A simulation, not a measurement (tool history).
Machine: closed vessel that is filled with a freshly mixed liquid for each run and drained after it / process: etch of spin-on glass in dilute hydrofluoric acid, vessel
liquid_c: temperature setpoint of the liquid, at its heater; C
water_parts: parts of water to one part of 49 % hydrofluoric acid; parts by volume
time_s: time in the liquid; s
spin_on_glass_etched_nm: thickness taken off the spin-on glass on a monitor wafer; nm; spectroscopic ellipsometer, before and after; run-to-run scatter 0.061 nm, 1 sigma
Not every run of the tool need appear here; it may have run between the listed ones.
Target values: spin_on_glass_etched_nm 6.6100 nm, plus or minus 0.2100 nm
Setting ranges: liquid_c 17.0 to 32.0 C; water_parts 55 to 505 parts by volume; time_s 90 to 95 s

run	hour	liquid_c	water_parts	time_s	spin_on_glass_etched_nm
1	0.0	24.0	280	90	14.9270
2	8.1	22.0	320	90	12.1120
3	11.8	21.0	360	90	9.9111
4	13.6	20.0	385	90	8.8220
5	17.0	20.0	325	90	10.9460
6	18.0	19.0	360	90	9.1786
7	22.0	18.5	380	90	8.3719
8	29.7	18.0	395	90	7.7892
# hour 31.7: thermometer replaced
9	31.7	17.5	405	90	8.1704
10	37.0	17.5	425	90	7.6519
11	38.1	17.5	440	90	7.2741
12	46.4	17.5	450	90	6.9921
13	47.9	17.5	455	90	6.9437

Consider the 5 candidate settings below. Which is the only one whose results all fall within their allowed miss of target?
A	49.4	18.5	470	95	?
B	49.4	17.0	460	90	?
C	49.4	18.0	440	90	?
D	49.4	23.5	475	90	?
E	49.4	17.0	430	90	?

move	spin_on_glass_etched_nm
A	7.1938
B	6.6600
C	7.3216
D	7.9231
E	7.2875
A: misses by more than the last run did
B: meets every target
C: misses by more than the last run did
D: misses by more than the last run did
E: misses by more than the last run did
The right move is B.
